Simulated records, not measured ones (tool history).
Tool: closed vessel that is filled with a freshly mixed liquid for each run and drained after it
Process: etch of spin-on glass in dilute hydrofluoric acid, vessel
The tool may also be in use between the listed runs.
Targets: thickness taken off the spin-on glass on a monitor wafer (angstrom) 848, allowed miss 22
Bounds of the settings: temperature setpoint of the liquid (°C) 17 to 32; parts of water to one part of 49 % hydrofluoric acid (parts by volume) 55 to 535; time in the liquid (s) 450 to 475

| run | hour | temperature setpoint of the liquid (°C) | parts of water to one part of 49 % hydrofluoric acid (parts by volume) | time in the liquid (s) | thickness taken off the spin-on glass on a monitor wafer (angstrom) |
|---|---|---|---|---|---|
| 1 | 0 | 24 | 295 | 450 | 333.69 |
| 2 | 2.7 | 24 | 240 | 450 | 439.3 |
| 3 | 6.2 | 27 | 240 | 450 | 486.46 |
| 4 | 11.4 | 25.5 | 240 | 450 | 455.82 |
| 5 | 14.8 | 27.5 | 210 | 450 | 583.25 |
| 6 | 18.5 | 24 | 210 | 450 | 511.94 |
| 7 | 20 | 28 | 145 | 450 | 932.94 |
| 8 | 21.5 | 27.5 | 145 | 450 | 913.37 |
| 9 | 29.9 | 27 | 145 | 450 | 898.89 |
| 10 | 31.5 | 26.5 | 145 | 450 | 880.99 |

Which of these 4 next moves meets every target?
| A | 33.1 | 27 | 150 | 475 | ? |
| B | 33.1 | 28 | 160 | 465 | ? |
| C | 33.1 | 26 | 160 | 475 | ? |
| D | 33.1 | 24.5 | 130 | 455 | ? |

| move | thickness taken off the spin-on glass on a monitor wafer (angstrom) |
|---|---|
| A | 903.72 |
| B | 849.92 |
| C | 806.59 |
| D | 930.9 |
A: further off than the last run
B: meets every target
C: takes the result that was furthest off past its target
D: further off than the last run
Move B is the one to make.
